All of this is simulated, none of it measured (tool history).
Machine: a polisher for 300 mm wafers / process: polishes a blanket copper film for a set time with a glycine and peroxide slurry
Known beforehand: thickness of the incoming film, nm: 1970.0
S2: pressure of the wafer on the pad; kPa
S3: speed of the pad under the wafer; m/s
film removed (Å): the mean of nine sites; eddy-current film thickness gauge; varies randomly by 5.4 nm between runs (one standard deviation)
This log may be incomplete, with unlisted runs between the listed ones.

run 1 hour=0 | flow_of_slurry_(ml/min)=290 S2=19.3 S3=0.86 polishing_time_(s)=120 | film_removed_(Å)=5225.1
run 2 hour=5.8 | flow_of_slurry_(ml/min)=290 S2=20 S3=0.86 polishing_time_(s)=120 | film_removed_(Å)=5266
run 3 hour=6.5 | flow_of_slurry_(ml/min)=290 S2=17.2 S3=0.86 polishing_time_(s)=120 | film_removed_(Å)=4838.6
run 4 hour=8.7 | flow_of_slurry_(ml/min)=290 S2=20 S3=0.86 polishing_time_(s)=120 | film_removed_(Å)=5295.6
run 5 hour=17 | flow_of_slurry_(ml/min)=260 S2=20 S3=0.86 polishing_time_(s)=120 | film_removed_(Å)=5226.2
run 6 hour=23.9 | flow_of_slurry_(ml/min)=260 S2=20 S3=0.64 polishing_time_(s)=120 | film_removed_(Å)=4216.8
run 7 hour=29.7 | flow_of_slurry_(ml/min)=265 S2=22.1 S3=0.66 polishing_time_(s)=120 | film_removed_(Å)=4483.6
run 8 hour=31.7 | flow_of_slurry_(ml/min)=265 S2=23.4 S3=0.68 polishing_time_(s)=120 | film_removed_(Å)=4913.6
run 9 hour=38.3 | flow_of_slurry_(ml/min)=270 S2=24.8 S3=0.68 polishing_time_(s)=120 | film_removed_(Å)=5093.4
run 10 hour=43.4 | flow_of_slurry_(ml/min)=270 S2=26.2 S3=0.7 polishing_time_(s)=120 | film_removed_(Å)=5411.7

Run 11 has not been measured yet. What should we expect?
run 11 hour=47.3 | flow_of_slurry_(ml/min)=270 S2=26.9 S3=0.72 polishing_time_(s)=120 | film_removed_(Å)=?

Logged for run 11: film removed (Å) 5712.5.
